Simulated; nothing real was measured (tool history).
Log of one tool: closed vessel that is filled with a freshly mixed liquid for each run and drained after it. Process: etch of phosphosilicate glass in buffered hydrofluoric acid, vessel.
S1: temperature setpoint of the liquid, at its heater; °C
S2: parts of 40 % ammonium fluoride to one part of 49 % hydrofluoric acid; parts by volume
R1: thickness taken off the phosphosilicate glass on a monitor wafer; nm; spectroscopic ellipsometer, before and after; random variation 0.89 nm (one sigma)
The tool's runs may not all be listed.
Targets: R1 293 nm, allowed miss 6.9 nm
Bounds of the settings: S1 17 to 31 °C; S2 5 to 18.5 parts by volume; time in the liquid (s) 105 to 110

run 1 hour=0 | S1=23 S2=11.5 time_in_the_liquid_(s)=105 | R1=522.58
run 2 hour=8.2 | S1=22 S2=12 time_in_the_liquid_(s)=105 | R1=472.22
run 3 hour=16.8 | S1=21 S2=12.5 time_in_the_liquid_(s)=105 | R1=430.97
run 4 hour=20 | S1=21 S2=12.5 time_in_the_liquid_(s)=105 | R1=430.27
run 5 hour=21.8 | S1=21 S2=12.5 time_in_the_liquid_(s)=105 | R1=430.03
run 6 hour=24.5 | S1=20.5 S2=13 time_in_the_liquid_(s)=105 | R1=400
run 7 hour=28 | S1=20 S2=13.5 time_in_the_liquid_(s)=105 | R1=378.45
run 8 hour=36.2 | S1=19.5 S2=13.5 time_in_the_liquid_(s)=105 | R1=365.45
run 9 hour=44 | S1=19 S2=13.5 time_in_the_liquid_(s)=105 | R1=356.7
run 10 hour=50.4 | S1=18.5 S2=13.5 time_in_the_liquid_(s)=105 | R1=346.16
run 11 hour=58.3 | S1=18 S2=13.5 time_in_the_liquid_(s)=105 | R1=336.01
run 12 hour=64.2 | S1=17.5 S2=14 time_in_the_liquid_(s)=105 | R1=317.92

Which of these 5 next moves meets every target?
run A hour=70.1 | S1=17.5 S2=14 time_in_the_liquid_(s)=110 | R1=?
run B hour=70.1 | S1=17 S2=12.5 time_in_the_liquid_(s)=105 | R1=?
run C hour=70.1 | S1=17 S2=16 time_in_the_liquid_(s)=105 | R1=?
run D hour=70.1 | S1=17 S2=15.5 time_in_the_liquid_(s)=105 | R1=?
run E hour=70.1 | S1=17 S2=15.5 time_in_the_liquid_(s)=110 | R1=?

move=A R1=331.19
move=B R1=343.39
move=C R1=269.4
move=D R1=277.96
move=E R1=291.2
A: further off than the last run
B: further off than the last run
C: takes the result that was furthest off past its target
D: takes the result that was furthest off past its target
E: meets every target
Answer: E

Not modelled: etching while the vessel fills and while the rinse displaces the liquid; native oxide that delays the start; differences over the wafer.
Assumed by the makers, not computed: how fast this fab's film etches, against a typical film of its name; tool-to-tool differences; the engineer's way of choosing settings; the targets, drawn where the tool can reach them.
